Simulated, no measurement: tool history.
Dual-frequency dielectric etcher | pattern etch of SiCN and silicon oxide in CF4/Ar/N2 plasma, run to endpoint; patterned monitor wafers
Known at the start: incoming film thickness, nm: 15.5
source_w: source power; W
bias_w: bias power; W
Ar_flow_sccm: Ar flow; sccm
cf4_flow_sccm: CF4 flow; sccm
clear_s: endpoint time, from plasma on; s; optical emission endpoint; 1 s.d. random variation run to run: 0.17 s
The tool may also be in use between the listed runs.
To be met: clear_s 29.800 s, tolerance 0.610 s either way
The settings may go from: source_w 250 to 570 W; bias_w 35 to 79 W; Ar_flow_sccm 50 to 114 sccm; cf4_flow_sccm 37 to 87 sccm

| run | hour | source_w | bias_w | Ar_flow_sccm | cf4_flow_sccm | clear_s |
|---|---|---|---|---|---|---|
| 1 | 0.0 | 410 | 57 | 82 | 62 | 22.364 |
| 2 | 3.8 | 410 | 57 | 89 | 62 | 22.731 |
| 3 | 9.8 | 410 | 57 | 89 | 53 | 23.133 |
| 4 | 12.6 | 370 | 57 | 89 | 53 | 26.148 |
| 5 | 16.8 | 320 | 57 | 89 | 53 | 31.027 |
| 6 | 25.2 | 370 | 57 | 89 | 53 | 26.023 |
| 7 | 30.6 | 360 | 57 | 89 | 53 | 27.318 |
| 8 | 32.9 | 340 | 57 | 89 | 53 | 29.058 |

Which of these 5 next moves meets every target?
| A | 35.2 | 340 | 49 | 89 | 58 | ? |
| B | 35.2 | 340 | 58 | 86 | 62 | ? |
| C | 35.2 | 360 | 51 | 87 | 50 | ? |
| D | 35.2 | 340 | 57 | 87 | 61 | ? |
| E | 35.2 | 330 | 75 | 78 | 38 | ? |

| move | clear_s |
|---|---|
| A | 29.684 |
| B | 27.735 |
| C | 28.123 |
| D | 28.011 |
| E | 28.586 |
A: every result lands within tolerance
B: its largest miss is bigger than the last run's
C: its largest miss is bigger than the last run's
D: its largest miss is bigger than the last run's
E: its largest miss is bigger than the last run's
So the answer is move A, the one that meets all the targets.

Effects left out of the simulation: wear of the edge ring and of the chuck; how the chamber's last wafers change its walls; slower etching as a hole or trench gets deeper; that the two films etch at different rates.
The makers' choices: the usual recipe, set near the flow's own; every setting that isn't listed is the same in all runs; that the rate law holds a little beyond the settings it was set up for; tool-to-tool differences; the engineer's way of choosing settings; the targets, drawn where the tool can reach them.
